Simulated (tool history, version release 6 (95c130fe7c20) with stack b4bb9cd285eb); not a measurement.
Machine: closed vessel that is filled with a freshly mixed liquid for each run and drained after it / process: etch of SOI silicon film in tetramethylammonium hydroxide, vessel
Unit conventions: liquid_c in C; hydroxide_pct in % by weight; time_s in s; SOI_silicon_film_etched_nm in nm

Run 1, hour 0: liquid_c 62 C, hydroxide_pct 12.5 % by weight, time_s 85 s. Result: SOI_silicon_film_etched_nm 359.74 nm.
Run 2, hour 3.4: liquid_c 62 C, hydroxide_pct 12.5 % by weight, time_s 95 s. Result: SOI_silicon_film_etched_nm 401.78 nm.
Run 3, hour 6.6: liquid_c 64.5 C, hydroxide_pct 12.5 % by weight, time_s 95 s. Result: SOI_silicon_film_etched_nm 466.24 nm.
Run 4, hour 14.3: liquid_c 66.5 C, hydroxide_pct 12.5 % by weight, time_s 95 s. Result: SOI_silicon_film_etched_nm 528.72 nm.
Run 5, hour 20.3: liquid_c 68 C, hydroxide_pct 12.5 % by weight, time_s 95 s. Result: SOI_silicon_film_etched_nm 571.13 nm.
Run 6, hour 25.8: liquid_c 69 C, hydroxide_pct 12.5 % by weight, time_s 95 s. Result: SOI_silicon_film_etched_nm 609.75 nm.
Run 7, hour 33.5: liquid_c 69.5 C, hydroxide_pct 12.5 % by weight, time_s 95 s. Result: SOI_silicon_film_etched_nm 634.63 nm.

Predict the results of run 8:
Run 8, hour 42.3: liquid_c 70 C, hydroxide_pct 12.5 % by weight, time_s 95 s. Result: SOI_silicon_film_etched_nm ?.

SOI_silicon_film_etched_nm: 647.15 nm

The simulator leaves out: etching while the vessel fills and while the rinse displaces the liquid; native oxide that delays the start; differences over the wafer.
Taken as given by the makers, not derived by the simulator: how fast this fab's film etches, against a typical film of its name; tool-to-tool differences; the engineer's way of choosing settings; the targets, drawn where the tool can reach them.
